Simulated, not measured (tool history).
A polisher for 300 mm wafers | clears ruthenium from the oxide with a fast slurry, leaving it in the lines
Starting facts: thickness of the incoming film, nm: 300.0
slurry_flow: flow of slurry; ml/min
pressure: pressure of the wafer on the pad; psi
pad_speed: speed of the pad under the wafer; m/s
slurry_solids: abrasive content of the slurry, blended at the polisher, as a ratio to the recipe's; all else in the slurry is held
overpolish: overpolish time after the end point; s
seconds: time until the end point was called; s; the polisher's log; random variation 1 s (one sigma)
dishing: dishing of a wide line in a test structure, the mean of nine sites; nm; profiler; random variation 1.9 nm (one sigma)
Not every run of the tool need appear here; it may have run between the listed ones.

run	hour	slurry_flow	pressure	pad_speed	slurry_solids	overpolish	seconds	dishing
1	0	180	2.9	1.3	1	29	56.939	103.77
2	6.4	180	3.2	1.3	1	29	51.864	107.55
3	14.7	180	3	1.3	1	30	56.273	106.85
4	22.7	180	2.8	1.3	1	31	57.807	106.98
5	29.9	180	2.6	1.3	1	32	61.058	101.26
6	32.6	180	2.6	1.3	1.2	32	57.389	105.19
7	33.7	180	2.4	1.3	1.2	33	62.157	101.7

The next listed run, before its measurement:
8	41.1	180	2.3	1.3	1.2	34	?	?

seconds: 63.96 s
dishing: 101.72 nm
